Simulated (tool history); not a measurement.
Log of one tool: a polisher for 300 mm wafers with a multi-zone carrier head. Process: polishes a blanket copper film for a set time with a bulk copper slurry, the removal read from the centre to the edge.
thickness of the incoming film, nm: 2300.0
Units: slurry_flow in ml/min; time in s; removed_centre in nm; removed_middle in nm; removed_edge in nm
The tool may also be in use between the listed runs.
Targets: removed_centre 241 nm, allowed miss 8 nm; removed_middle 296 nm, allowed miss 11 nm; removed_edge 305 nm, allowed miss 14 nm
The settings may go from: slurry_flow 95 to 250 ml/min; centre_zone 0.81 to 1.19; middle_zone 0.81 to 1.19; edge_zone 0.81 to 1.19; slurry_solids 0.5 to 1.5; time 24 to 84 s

| run | hour | slurry_flow | centre_zone | middle_zone | edge_zone | slurry_solids | time | removed_centre | removed_middle | removed_edge |
|---|---|---|---|---|---|---|---|---|---|---|
| 1 | 0 | 160 | 1 | 1 | 1 | 1 | 54 | 295.43 | 290.31 | 303.15 |
| 2 | 4.8 | 145 | 0.95 | 1.02 | 1.01 | 1 | 54 | 271.34 | 277.3 | 291.23 |
| 3 | 13.5 | 145 | 0.95 | 0.94 | 1.01 | 1 | 54 | 273.65 | 272.22 | 299.87 |
| 4 | 16.1 | 145 | 0.95 | 1.02 | 1.01 | 1 | 54 | 273.47 | 286.79 | 290.1 |
| 5 | 17.3 | 145 | 0.95 | 1.02 | 1.01 | 0.9 | 54 | 270.73 | 277.22 | 284.06 |
| 6 | 18.8 | 175 | 0.95 | 1.02 | 1.01 | 0.9 | 54 | 282.46 | 288.85 | 296.68 |
| 7 | 21 | 165 | 0.91 | 1.03 | 1.03 | 1 | 54 | 269.84 | 292.64 | 311 |
| 8 | 26.2 | 160 | 0.89 | 1.05 | 1.03 | 1 | 54 | 262.13 | 295.43 | 305.94 |
| 9 | 27 | 155 | 0.87 | 1.06 | 1.03 | 1 | 54 | 252.94 | 294.42 | 301.23 |

4 next moves are on the table. One of them brings every result within its allowed miss. Which?
| A | 27.8 | 165 | 0.93 | 1.16 | 0.99 | 1 | 50 | ? | ? | ? |
| B | 27.8 | 105 | 0.91 | 1.06 | 0.93 | 1.1 | 58 | ? | ? | ? |
| C | 27.8 | 175 | 0.82 | 1.06 | 1.05 | 0.95 | 54 | ? | ? | ? |
| D | 27.8 | 160 | 0.93 | 1.07 | 1.06 | 1.4 | 49 | ? | ? | ? |

| move | removed_centre | removed_middle | removed_edge |
|---|---|---|---|
| A | 256.49 | 296.97 | 280.59 |
| B | 261.12 | 294.78 | 298.35 |
| C | 244.04 | 301.01 | 311.12 |
| D | 269.07 | 294.62 | 305.5 |
A: further off than the last run
B: further off than the last run
C: meets every target
D: further off than the last run
Answer: C

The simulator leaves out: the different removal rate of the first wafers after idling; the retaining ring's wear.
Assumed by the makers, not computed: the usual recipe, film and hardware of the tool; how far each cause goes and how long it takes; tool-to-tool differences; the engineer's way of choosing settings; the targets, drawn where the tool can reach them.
